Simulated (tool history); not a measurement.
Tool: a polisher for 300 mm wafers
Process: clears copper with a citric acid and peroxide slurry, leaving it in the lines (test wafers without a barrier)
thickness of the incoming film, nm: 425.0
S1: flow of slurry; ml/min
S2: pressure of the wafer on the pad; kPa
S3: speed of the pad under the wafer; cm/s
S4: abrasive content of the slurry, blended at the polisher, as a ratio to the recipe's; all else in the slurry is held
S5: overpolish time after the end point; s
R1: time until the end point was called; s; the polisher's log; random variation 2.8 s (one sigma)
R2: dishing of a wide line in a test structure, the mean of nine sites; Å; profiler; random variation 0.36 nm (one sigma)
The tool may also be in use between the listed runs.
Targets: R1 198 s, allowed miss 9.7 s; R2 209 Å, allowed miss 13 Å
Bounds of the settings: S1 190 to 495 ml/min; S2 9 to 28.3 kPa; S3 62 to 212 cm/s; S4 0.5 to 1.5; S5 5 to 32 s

run	hour	S1	S2	S3	S4	S5	R1	R2
1	0	320	18.6	136	1	16	142.76	324.01
2	5.1	320	18.6	156	1	16	123.34	343.21
3	7.5	320	18.6	156	1	22	128.44	448.82
4	15.2	395	18.6	156	1	22	122.54	455.95
5	15.9	395	16.5	156	1	20	135.21	385.71
6	21.4	395	20.7	156	1	20	112.65	465.67
7	30.2	395	15.9	140	1	14	155.15	265.43
8	37.3	395	14.5	140	1	14	164.48	237.34
9	41.5	395	13.8	140	1	14	170.85	234.49
10	43.4	395	13.1	140	1	14	174.81	226.03
11	50.2	395	12.4	140	1	14	184.31	216.23

5 next moves are on the table. One of them brings every result within its allowed miss. Which?
A	57	415	11	166	1.25	12	?	?
B	57	315	11.7	166	1.05	12	?	?
C	57	445	11.7	162	1	13	?	?
D	57	450	11.7	156	1	13	?	?
E	57	290	11.7	146	0.85	14	?	?

move	R1	R2
A	168.66	211.46
B	170.36	209.97
C	171.1	224.38
D	176.86	218.01
E	200.47	208.44
A: further off than the last run
B: further off than the last run
C: further off than the last run
D: further off than the last run
E: meets every target
The right move is E.
